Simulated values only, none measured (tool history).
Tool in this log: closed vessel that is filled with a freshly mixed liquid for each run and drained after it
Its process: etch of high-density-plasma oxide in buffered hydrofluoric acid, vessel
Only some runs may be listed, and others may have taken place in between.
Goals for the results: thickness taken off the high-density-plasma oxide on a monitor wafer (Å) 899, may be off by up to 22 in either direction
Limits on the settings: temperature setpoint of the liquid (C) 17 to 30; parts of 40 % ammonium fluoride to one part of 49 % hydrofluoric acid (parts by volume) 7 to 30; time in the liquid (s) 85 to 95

run,hour,temperature setpoint of the liquid (C),parts of 40 % ammonium fluoride to one part of 49 % hydrofluoric acid (parts by volume),time in the liquid (s),thickness taken off the high-density-plasma oxide on a monitor wafer (Å)
1,0,22,20,85,870.97
2,7.5,22,23,85,763.67
3,8.4,18.5,23,85,628.68
4,11.7,18.5,23,95,705.83
# hour 19.3: hydrofluoric acid flow meter replaced
5,19.3,19.5,23,95,695.98
6,24.6,19.5,23,85,619.03
7,27.5,20.5,23,85,656.81
8,35.9,21.5,23,85,695.67
9,37.1,22.5,23,85,732.94
10,41.3,23.5,23,85,775.99
11,45.6,24,23,85,797.96
12,50.8,24.5,23,85,821.36
13,54.5,25,23,85,847.64
14,60.8,25.5,23,85,863.16

Exactly one of the 4 candidate moves below puts every result within its allowed miss. Which one?
A,67.1,26,22.5,85,?
B,67.1,25.5,23.5,95,?
C,67.1,24,21.5,95,?
D,67.1,24.5,23.5,90,?

move,thickness taken off the high-density-plasma oxide on a monitor wafer (Å)
A,903.13
B,953.46
C,933.95
D,855.36
A: every result lands within tolerance
B: pushes the last run's worst result past its target
C: pushes the last run's worst result past its target
D: further off than the last run
Go with A: it meets all targets.
